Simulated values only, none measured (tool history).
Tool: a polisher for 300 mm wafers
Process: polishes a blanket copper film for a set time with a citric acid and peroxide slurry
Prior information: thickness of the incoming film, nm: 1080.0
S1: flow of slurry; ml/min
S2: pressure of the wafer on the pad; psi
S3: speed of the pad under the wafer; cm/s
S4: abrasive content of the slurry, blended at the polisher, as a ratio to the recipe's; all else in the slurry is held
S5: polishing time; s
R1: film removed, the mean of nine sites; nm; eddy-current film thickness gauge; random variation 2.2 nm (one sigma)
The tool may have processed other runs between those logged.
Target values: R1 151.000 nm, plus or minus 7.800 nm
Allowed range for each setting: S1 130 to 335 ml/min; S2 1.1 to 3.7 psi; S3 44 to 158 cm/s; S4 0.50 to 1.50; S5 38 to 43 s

run  hour   S1   S2   S3    S4  S5       R1
  1   0.0  215  2.4  100  1.00  43   72.296
  2   6.5  215  2.0  100  1.00  43   61.530
  3   8.8  215  2.3  106  1.00  43   73.298
  4  13.3  215  2.6  110  1.00  43   86.072
  5  15.6  215  2.8  112  1.00  43   93.472
  6  16.4  215  2.3  112  1.00  43   76.374
  7  22.0  215  2.6  116  1.00  43   88.420
  8  30.8  215  2.8  120  1.00  43   99.005
  9  36.1  215  3.0  122  1.00  43  104.950
 10  44.8  215  3.1  126  1.00  43  113.330
 11  46.2  215  3.2  128  1.00  43  118.470
 12  51.1  215  3.3  130  1.00  43  124.280

Consider the 5 candidate settings below. Which is the only one whose results all fall within their allowed miss of target?
  A  56.0  185  3.7  140  1.05  43   ?
  B  56.0  240  3.1  148  0.95  43   ?
  C  56.0  205  3.5  132  1.05  43   ?
  D  56.0  290  2.8  148  0.90  39   ?
  E  56.0  230  3.1  148  1.20  42   ?

move       R1
   A  153.090
   B  135.110
   C  138.900
   D  111.010
   E  140.510
A: hits every target within its allowed miss
B: moves toward the targets from the last run without getting all of them in spec
C: moves toward the targets from the last run without getting all of them in spec
D: misses by more than the last run did
E: moves toward the targets from the last run without getting all of them in spec
Go with A: it meets all targets.
